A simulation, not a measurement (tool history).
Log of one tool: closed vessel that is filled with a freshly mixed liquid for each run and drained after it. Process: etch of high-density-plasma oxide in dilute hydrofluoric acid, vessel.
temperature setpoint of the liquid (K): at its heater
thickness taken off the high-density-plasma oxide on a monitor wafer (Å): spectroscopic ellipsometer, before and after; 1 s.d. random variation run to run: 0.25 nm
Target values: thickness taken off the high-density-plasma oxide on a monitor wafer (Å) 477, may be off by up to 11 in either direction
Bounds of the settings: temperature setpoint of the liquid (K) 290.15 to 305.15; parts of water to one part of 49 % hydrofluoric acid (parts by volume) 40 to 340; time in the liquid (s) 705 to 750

run,hour,temperature setpoint of the liquid (K),parts of water to one part of 49 % hydrofluoric acid (parts by volume),time in the liquid (s),thickness taken off the high-density-plasma oxide on a monitor wafer (Å)
1,0,297.15,190,705,223.08
2,7.2,298.65,175,705,260.4
3,12.2,300.15,165,705,292.43
4,20.5,298.15,165,705,275.39
5,21.8,298.15,135,705,346.41
# hour 25.8: hydrofluoric acid flow meter replaced
6,25.8,299.65,130,705,422.2
7,32.6,300.15,130,705,427.32
8,39.1,300.65,130,705,434.61

4 next moves are on the table. One of them brings every result within its allowed miss. Which?
A,45.6,300.65,125,745,?
B,45.6,300.15,125,705,?
C,45.6,302.15,145,705,?
D,45.6,302.15,140,750,?

move,thickness taken off the high-density-plasma oxide on a monitor wafer (Å)
A,476.35
B,442.35
C,400.36
D,443.99
A: in spec on every target
B: moves toward the targets from the last run without getting all of them in spec
C: moves away from the targets compared with the last run
D: moves toward the targets from the last run without getting all of them in spec
The move that meets every target is A.
